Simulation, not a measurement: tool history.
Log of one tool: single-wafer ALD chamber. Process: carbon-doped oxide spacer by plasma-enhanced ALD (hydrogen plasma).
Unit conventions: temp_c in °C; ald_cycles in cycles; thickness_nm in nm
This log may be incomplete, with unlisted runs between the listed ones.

run,hour,temp_c,ald_cycles,thickness_nm
1,0.0,415,645,28.800
2,7.4,410,645,29.147
3,17.1,410,601,27.107
4,23.8,410,524,23.696
5,31.8,407,581,26.591
6,40.5,400,581,27.153
7,48.9,398,620,29.002

Predict the results of run 8:
8,58.8,397,652,?

thickness_nm: 30.421 nm
